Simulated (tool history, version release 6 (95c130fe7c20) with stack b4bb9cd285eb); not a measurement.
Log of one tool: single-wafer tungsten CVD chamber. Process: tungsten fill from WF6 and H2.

| run | day | heater temperature setpoint (deg C) | chamber pressure (Pa) | deposition time (s) | mean film thickness on the monitor wafer (nm) |
|---|---|---|---|---|---|
| 1 | 0.000 | 385 | 4480 | 19.3 | 44.849 |
| 2 | 0.262 | 385 | 4053 | 19.3 | 43.224 |
| 3 | 0.383 | 385 | 4053 | 19.3 | 43.264 |
| 4 | 0.688 | 383 | 4053 | 19.3 | 41.772 |
| 5 | 0.958 | 381 | 4053 | 19.3 | 40.378 |
| 6 | 1.250 | 379 | 4053 | 19.3 | 38.872 |
| 7 | 1.567 | 377 | 4053 | 19.3 | 37.417 |
| 8 | 1.925 | 376 | 4053 | 19.3 | 36.847 |
| 9 | 2.212 | 375 | 4053 | 19.3 | 36.113 |
| 10 | 2.246 | 374 | 4053 | 19.3 | 35.794 |
| 11 | 2.275 | 373 | 4053 | 19.3 | 34.918 |
| 12 | 2.346 | 372 | 4053 | 19.3 | 34.268 |
| 13 | 2.612 | 371 | 4053 | 19.3 | 33.808 |

Run 14, settings as shown, results not yet in. Your forecast:
| 14 | 2.946 | 370 | 4053 | 19.3 | ? |

Run 14 produced mean film thickness on the monitor wafer (nm) 32.980.
